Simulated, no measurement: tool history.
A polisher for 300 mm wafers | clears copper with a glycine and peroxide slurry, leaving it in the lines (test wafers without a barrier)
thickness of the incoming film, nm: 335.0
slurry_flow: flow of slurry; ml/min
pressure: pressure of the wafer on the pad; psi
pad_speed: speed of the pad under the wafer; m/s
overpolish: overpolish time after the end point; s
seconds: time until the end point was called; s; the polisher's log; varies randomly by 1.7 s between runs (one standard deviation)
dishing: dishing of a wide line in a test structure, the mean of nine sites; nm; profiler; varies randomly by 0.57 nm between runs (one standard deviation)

{"run": 1, "hour": 0.0, "slurry_flow": 140, "pressure": 2.5, "pad_speed": 0.8, "overpolish": 12, "seconds": 74.348, "dishing": 38.488}
{"run": 2, "hour": 1.6, "slurry_flow": 140, "pressure": 2.5, "pad_speed": 0.66, "overpolish": 12, "seconds": 86.264, "dishing": 33.451}
{"run": 3, "hour": 9.7, "slurry_flow": 140, "pressure": 2.5, "pad_speed": 0.66, "overpolish": 11, "seconds": 83.424, "dishing": 32.319}
{"run": 4, "hour": 17.7, "slurry_flow": 140, "pressure": 2.5, "pad_speed": 0.86, "overpolish": 11, "seconds": 72.514, "dishing": 35.422}
{"run": 5, "hour": 25.0, "slurry_flow": 140, "pressure": 2.3, "pad_speed": 0.86, "overpolish": 10, "seconds": 77.772, "dishing": 31.262}
{"run": 6, "hour": 27.8, "slurry_flow": 140, "pressure": 2.3, "pad_speed": 0.86, "overpolish": 7, "seconds": 76.849, "dishing": 22.875}

Predict the results of run 7:
{"run": 7, "hour": 31.8, "slurry_flow": 140, "pressure": 2.2, "pad_speed": 0.86, "overpolish": 8, "seconds": "?", "dishing": "?"}

{"run 7": {"seconds": 77.469, "dishing": 25.905}}
